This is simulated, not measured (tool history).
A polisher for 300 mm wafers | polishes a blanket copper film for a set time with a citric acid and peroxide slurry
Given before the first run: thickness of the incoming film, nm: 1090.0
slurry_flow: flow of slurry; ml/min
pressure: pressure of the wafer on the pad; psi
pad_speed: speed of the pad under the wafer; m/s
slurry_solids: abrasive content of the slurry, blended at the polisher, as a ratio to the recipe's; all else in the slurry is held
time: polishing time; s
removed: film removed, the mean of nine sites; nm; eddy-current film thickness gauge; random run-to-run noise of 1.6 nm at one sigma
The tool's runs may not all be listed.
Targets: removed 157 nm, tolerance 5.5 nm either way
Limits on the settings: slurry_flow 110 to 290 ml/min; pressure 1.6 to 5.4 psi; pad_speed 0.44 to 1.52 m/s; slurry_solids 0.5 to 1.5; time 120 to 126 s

{"run": 1, "hour": 0.0, "slurry_flow": 185, "pressure": 3.5, "pad_speed": 0.98, "slurry_solids": 1, "time": 120, "removed": 285.59}
{"run": 2, "hour": 3.5, "slurry_flow": 180, "pressure": 2.9, "pad_speed": 0.96, "slurry_solids": 1, "time": 120, "removed": 237.33}
{"run": 3, "hour": 8.5, "slurry_flow": 160, "pressure": 2.9, "pad_speed": 0.96, "slurry_solids": 1, "time": 120, "removed": 228.61}
{"run": 4, "hour": 10.4, "slurry_flow": 150, "pressure": 2.6, "pad_speed": 0.96, "slurry_solids": 1, "time": 120, "removed": 204.46}
{"run": 5, "hour": 15.0, "slurry_flow": 150, "pressure": 2.6, "pad_speed": 0.96, "slurry_solids": 1.1, "time": 120, "removed": 209.17}
{"run": 6, "hour": 15.9, "slurry_flow": 150, "pressure": 2.6, "pad_speed": 0.96, "slurry_solids": 0.9, "time": 120, "removed": 200.64}
{"run": 7, "hour": 23.1, "slurry_flow": 145, "pressure": 2.4, "pad_speed": 0.96, "slurry_solids": 0.9, "time": 120, "removed": 183.33}
{"run": 8, "hour": 25.1, "slurry_flow": 140, "pressure": 2.3, "pad_speed": 0.96, "slurry_solids": 0.9, "time": 120, "removed": 175.11}
{"run": 9, "hour": 25.8, "slurry_flow": 135, "pressure": 2.2, "pad_speed": 0.96, "slurry_solids": 0.9, "time": 120, "removed": 168.18}
{"run": 10, "hour": 29.8, "slurry_flow": 130, "pressure": 2.2, "pad_speed": 0.96, "slurry_solids": 0.9, "time": 120, "removed": 167.57}
{"run": 11, "hour": 34.9, "slurry_flow": 125, "pressure": 2.2, "pad_speed": 0.96, "slurry_solids": 0.9, "time": 120, "removed": 163.72}
{"run": 12, "hour": 41.4, "slurry_flow": 120, "pressure": 2.2, "pad_speed": 0.96, "slurry_solids": 0.9, "time": 120, "removed": 164.36}

4 candidate next runs follow, results not yet known. Just one meets every target within its allowed miss. Identify it.
{"run": "A", "hour": 47.9, "slurry_flow": 110, "pressure": 2.1, "pad_speed": 1.18, "slurry_solids": 0.85, "time": 120, "removed": "?"}
{"run": "B", "hour": 47.9, "slurry_flow": 115, "pressure": 2.1, "pad_speed": 0.82, "slurry_solids": 1.05, "time": 126, "removed": "?"}
{"run": "C", "hour": 47.9, "slurry_flow": 150, "pressure": 1.9, "pad_speed": 1.06, "slurry_solids": 0.95, "time": 124, "removed": "?"}
{"run": "D", "hour": 47.9, "slurry_flow": 110, "pressure": 2.2, "pad_speed": 1.02, "slurry_solids": 0.95, "time": 122, "removed": "?"}

move=A removed=170.54
move=B removed=153.71
move=C removed=166.73
move=D removed=169.48
A: the biggest miss grows against the last run
B: each result inside its tolerance
C: the biggest miss grows against the last run
D: the biggest miss grows against the last run
Correct choice: B, which meets every target

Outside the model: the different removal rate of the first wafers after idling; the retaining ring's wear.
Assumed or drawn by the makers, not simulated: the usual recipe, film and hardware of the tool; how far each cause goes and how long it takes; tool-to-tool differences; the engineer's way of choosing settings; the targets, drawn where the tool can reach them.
